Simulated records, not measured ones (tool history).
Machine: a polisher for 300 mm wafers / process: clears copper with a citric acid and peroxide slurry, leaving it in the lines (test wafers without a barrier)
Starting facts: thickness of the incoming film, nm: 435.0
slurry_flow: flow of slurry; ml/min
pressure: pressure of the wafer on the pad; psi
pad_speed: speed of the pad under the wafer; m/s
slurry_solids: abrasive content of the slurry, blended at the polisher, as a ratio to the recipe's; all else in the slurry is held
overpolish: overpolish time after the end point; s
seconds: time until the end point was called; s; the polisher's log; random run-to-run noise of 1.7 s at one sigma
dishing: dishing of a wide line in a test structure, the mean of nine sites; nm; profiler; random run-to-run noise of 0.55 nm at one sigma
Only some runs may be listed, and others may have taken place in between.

run,hour,slurry_flow,pressure,pad_speed,slurry_solids,overpolish,seconds,dishing
1,0.0,305,3.7,1.24,1.0,17,110.44,45.375
2,7.2,235,3.7,1.24,1.0,17,116.12,44.205
3,12.0,235,3.7,1.08,1.0,17,136.75,38.367
4,14.3,240,3.8,1.08,1.0,16,132.83,37.618
5,16.1,245,3.9,1.08,1.0,15,126.52,36.500
6,18.9,285,3.9,1.08,1.0,15,129.58,36.539
7,25.1,285,4.0,1.08,1.0,14,125.36,36.311
8,28.4,285,4.1,1.08,1.0,13,120.38,33.870

Estimate the outcome of run 9 from the log above:
9,29.2,285,4.2,1.08,1.0,13,?,?

{"run 9": {"seconds": 122.15, "dishing": 34.588}}

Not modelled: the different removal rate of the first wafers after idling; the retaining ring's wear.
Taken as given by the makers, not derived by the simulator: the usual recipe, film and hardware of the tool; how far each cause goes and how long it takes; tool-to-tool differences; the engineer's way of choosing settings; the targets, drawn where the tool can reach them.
